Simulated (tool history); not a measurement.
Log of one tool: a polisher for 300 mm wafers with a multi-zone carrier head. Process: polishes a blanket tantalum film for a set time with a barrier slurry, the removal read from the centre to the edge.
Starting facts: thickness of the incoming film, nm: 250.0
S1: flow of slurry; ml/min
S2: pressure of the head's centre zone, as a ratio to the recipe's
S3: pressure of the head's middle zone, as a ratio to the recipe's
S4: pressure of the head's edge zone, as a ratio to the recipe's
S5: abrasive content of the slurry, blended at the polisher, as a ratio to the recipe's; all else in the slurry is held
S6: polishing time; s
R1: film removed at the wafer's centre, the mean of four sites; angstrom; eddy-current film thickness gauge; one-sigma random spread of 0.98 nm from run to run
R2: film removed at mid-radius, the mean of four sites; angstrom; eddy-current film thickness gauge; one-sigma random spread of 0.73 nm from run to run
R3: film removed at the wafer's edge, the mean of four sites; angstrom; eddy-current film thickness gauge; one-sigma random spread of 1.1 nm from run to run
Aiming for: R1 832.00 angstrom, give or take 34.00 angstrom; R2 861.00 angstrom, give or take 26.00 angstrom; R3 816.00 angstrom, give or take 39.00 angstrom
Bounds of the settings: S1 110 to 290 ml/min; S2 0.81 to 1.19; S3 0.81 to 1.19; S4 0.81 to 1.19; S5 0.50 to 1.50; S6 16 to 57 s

Run 1, hour 0.0: S1 185 ml/min, S2 1.00, S3 1.00, S4 1.00, S5 1.00, S6 36 s. Result: R1 540.04 angstrom, R2 564.37 angstrom, R3 560.82 angstrom.
Run 2, hour 3.7: S1 185 ml/min, S2 1.00, S3 1.00, S4 1.00, S5 1.20, S6 36 s. Result: R1 565.92 angstrom, R2 587.69 angstrom, R3 591.13 angstrom.
Run 3, hour 12.7: S1 185 ml/min, S2 1.00, S3 0.92, S4 1.00, S5 1.20, S6 36 s. Result: R1 561.79 angstrom, R2 542.29 angstrom, R3 583.28 angstrom.
Run 4, hour 19.4: S1 185 ml/min, S2 0.95, S3 0.92, S4 1.00, S5 1.20, S6 36 s. Result: R1 539.86 angstrom, R2 546.35 angstrom, R3 573.58 angstrom.
Run 5, hour 20.2: S1 185 ml/min, S2 0.95, S3 0.92, S4 1.00, S5 1.05, S6 36 s. Result: R1 529.38 angstrom, R2 532.08 angstrom, R3 564.43 angstrom.
Run 6, hour 23.8: S1 195 ml/min, S2 0.98, S3 0.95, S4 1.01, S5 1.10, S6 37 s. Result: R1 574.47 angstrom, R2 566.32 angstrom, R3 601.48 angstrom.
Run 7, hour 25.6: S1 200 ml/min, S2 0.99, S3 0.98, S4 1.01, S5 1.15, S6 38 s. Result: R1 600.16 angstrom, R2 610.76 angstrom, R3 629.44 angstrom.
Run 8, hour 31.3: S1 200 ml/min, S2 0.99, S3 0.98, S4 1.01, S5 1.15, S6 38 s. Result: R1 592.33 angstrom, R2 613.00 angstrom, R3 618.15 angstrom.
Run 9, hour 31.9: S1 205 ml/min, S2 1.01, S3 1.00, S4 1.02, S5 1.20, S6 39 s. Result: R1 631.97 angstrom, R2 652.70 angstrom, R3 657.29 angstrom.
Run 10, hour 37.3: S1 210 ml/min, S2 1.03, S3 1.02, S4 1.03, S5 1.25, S6 39 s. Result: R1 653.29 angstrom, R2 654.81 angstrom, R3 643.55 angstrom.
Run 11, hour 38.4: S1 210 ml/min, S2 1.03, S3 1.03, S4 1.03, S5 1.30, S6 40 s. Result: R1 680.43 angstrom, R2 686.60 angstrom, R3 677.08 angstrom.
Run 12, hour 39.5: S1 215 ml/min, S2 1.03, S3 1.04, S4 1.04, S5 1.35, S6 41 s. Result: R1 699.89 angstrom, R2 717.04 angstrom, R3 710.69 angstrom.
Run 13, hour 48.4: S1 220 ml/min, S2 1.04, S3 1.05, S4 1.05, S5 1.35, S6 41 s. Result: R1 720.98 angstrom, R2 728.96 angstrom, R3 720.24 angstrom.
Run 14, hour 49.2: S1 225 ml/min, S2 1.05, S3 1.06, S4 1.06, S5 1.35, S6 41 s. Result: R1 743.84 angstrom, R2 736.59 angstrom, R3 712.14 angstrom.
Run 15, hour 51.2: S1 225 ml/min, S2 1.05, S3 1.07, S4 1.07, S5 1.35, S6 41 s. Result: R1 715.56 angstrom, R2 737.57 angstrom, R3 713.73 angstrom.
Run 16, hour 54.2: S1 225 ml/min, S2 1.05, S3 1.07, S4 1.07, S5 1.35, S6 41 s. Result: R1 721.52 angstrom, R2 732.29 angstrom, R3 718.64 angstrom.
Run 17, hour 56.6: S1 230 ml/min, S2 1.05, S3 1.08, S4 1.07, S5 1.35, S6 41 s. Result: R1 739.18 angstrom, R2 758.73 angstrom, R3 718.03 angstrom.
Run 18, hour 64.9: S1 235 ml/min, S2 1.05, S3 1.08, S4 1.08, S5 1.35, S6 41 s. Result: R1 723.82 angstrom, R2 745.05 angstrom, R3 720.98 angstrom.
Run 19, hour 72.0: S1 235 ml/min, S2 1.05, S3 1.09, S4 1.08, S5 1.35, S6 41 s. Result: R1 732.92 angstrom, R2 769.49 angstrom, R3 721.87 angstrom.
Run 20, hour 73.4: S1 240 ml/min, S2 1.05, S3 1.09, S4 1.09, S5 1.35, S6 41 s. Result: R1 726.99 angstrom, R2 746.94 angstrom, R3 726.92 angstrom.
Run 21, hour 79.5: S1 240 ml/min, S2 1.05, S3 1.10, S4 1.09, S5 1.35, S6 41 s. Result: R1 734.86 angstrom, R2 769.39 angstrom, R3 713.35 angstrom.

Which single option among these 4 for the next run brings every result within its allowed miss of target? Just one does.
Run A, hour 85.6: S1 175 ml/min, S2 0.82, S3 1.18, S4 1.12, S5 1.40, S6 48 s. Result: R1 ?, R2 ?, R3 ?.
Run B, hour 85.6: S1 255 ml/min, S2 1.00, S3 1.13, S4 1.10, S5 1.40, S6 44 s. Result: R1 ?, R2 ?, R3 ?.
Run C, hour 85.6: S1 230 ml/min, S2 1.06, S3 1.09, S4 1.05, S5 1.35, S6 46 s. Result: R1 ?, R2 ?, R3 ?.
Run D, hour 85.6: S1 260 ml/min, S2 0.96, S3 1.08, S4 1.11, S5 1.10, S6 46 s. Result: R1 ?, R2 ?, R3 ?.

move      R1      R2      R3
   A  640.52  910.11  836.39
   B  761.48  847.67  791.62
   C  826.33  842.18  795.61
   D  729.47  814.21  794.02
A: carries the result that was furthest off beyond its target, to the other side
B: puts the biggest miss on target and leaves a different result outside tolerance
C: all results in spec
D: moves toward the targets from the last run without getting all of them in spec
Correct choice: C, which meets every target
